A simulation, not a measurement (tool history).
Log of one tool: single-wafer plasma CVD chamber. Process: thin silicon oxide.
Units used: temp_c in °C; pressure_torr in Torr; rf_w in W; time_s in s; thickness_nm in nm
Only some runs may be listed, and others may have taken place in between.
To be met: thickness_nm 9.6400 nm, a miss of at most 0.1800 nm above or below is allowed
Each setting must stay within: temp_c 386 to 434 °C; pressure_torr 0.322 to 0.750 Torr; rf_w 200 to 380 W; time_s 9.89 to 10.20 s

| run | day | temp_c | pressure_torr | rf_w | time_s | thickness_nm |
|---|---|---|---|---|---|---|
| 1 | 0.000 | 410 | 0.536 | 290 | 9.89 | 11.5720 |
| 2 | 0.112 | 410 | 0.509 | 290 | 9.89 | 11.0280 |
| 3 | 0.396 | 410 | 0.600 | 290 | 9.89 | 12.9040 |
| 4 | 0.525 | 410 | 0.600 | 270 | 9.89 | 12.4410 |
| 5 | 0.888 | 410 | 0.683 | 270 | 9.89 | 14.1550 |
| 6 | 1.029 | 410 | 0.610 | 270 | 9.89 | 12.7040 |
| 7 | 1.325 | 410 | 0.559 | 270 | 9.89 | 11.7100 |
| 8 | 1.462 | 410 | 0.522 | 270 | 9.89 | 10.8980 |
| 9 | 1.804 | 410 | 0.500 | 270 | 9.89 | 10.5360 |
| 10 | 2.054 | 410 | 0.484 | 270 | 9.89 | 10.1740 |
| 11 | 2.088 | 410 | 0.475 | 270 | 9.89 | 9.9900 |
|  | 2.133 | RF generator calibrated |
| 12 | 2.133 | 410 | 0.469 | 270 | 9.89 | 10.1470 |

Which of these 5 next moves meets every target?
| A | 2.179 | 409 | 0.481 | 280 | 9.95 | ? |
| B | 2.179 | 409 | 0.487 | 255 | 9.89 | ? |
| C | 2.179 | 415 | 0.429 | 295 | 9.89 | ? |
| D | 2.179 | 416 | 0.468 | 265 | 9.89 | ? |
| E | 2.179 | 414 | 0.513 | 245 | 9.89 | ? |

| move | thickness_nm |
|---|---|
| A | 10.7270 |
| B | 10.3210 |
| C | 9.7099 |
| D | 10.0750 |
| E | 10.5990 |
A: moves away from the targets compared with the last run
B: moves away from the targets compared with the last run
C: in spec on every target
D: better than the last run, though not everything is in spec
E: moves away from the targets compared with the last run
Go with C: it meets all targets.
